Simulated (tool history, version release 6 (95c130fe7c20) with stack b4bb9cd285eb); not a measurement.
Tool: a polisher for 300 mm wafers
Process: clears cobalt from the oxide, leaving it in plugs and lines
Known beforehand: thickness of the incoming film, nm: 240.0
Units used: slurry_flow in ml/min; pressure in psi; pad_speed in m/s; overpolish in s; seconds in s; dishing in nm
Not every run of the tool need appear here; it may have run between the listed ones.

| run | hour | slurry_flow | pressure | pad_speed | overpolish | seconds | dishing |
|---|---|---|---|---|---|---|---|
| 1 | 0 | 145 | 2.4 | 0.9 | 24 | 38.801 | 35.216 |
| 2 | 8 | 145 | 2.1 | 0.9 | 23 | 44.207 | 34.633 |
| 3 | 11.2 | 145 | 2.6 | 0.9 | 23 | 36.554 | 35.409 |
| 4 | 18.7 | 145 | 2.6 | 0.9 | 18 | 36.052 | 34.741 |
| 5 | 26.1 | 145 | 2.6 | 0.9 | 8 | 36.438 | 26.948 |
| 6 | 33.1 | 145 | 2.6 | 0.98 | 8 | 33.292 | 27.797 |
| 7 | 41.5 | 140 | 2.2 | 0.96 | 13 | 39.461 | 31.3 |
| 8 | 47.9 | 140 | 1.6 | 0.84 | 7 | 61.246 | 18.2 |
| 9 | 55.3 | 130 | 1.6 | 0.84 | 14 | 62.535 | 27.116 |
| 10 | 62.9 | 125 | 1.6 | 0.84 | 14 | 62.827 | 27.477 |
| 11 | 67.2 | 120 | 1.6 | 0.84 | 14 | 62.656 | 27.373 |

What does the tool deliver on the next run?
| 12 | 68.3 | 160 | 1.2 | 0.84 | 25 | ? | ? |

seconds: 79.923 s
dishing: 31.468 nm
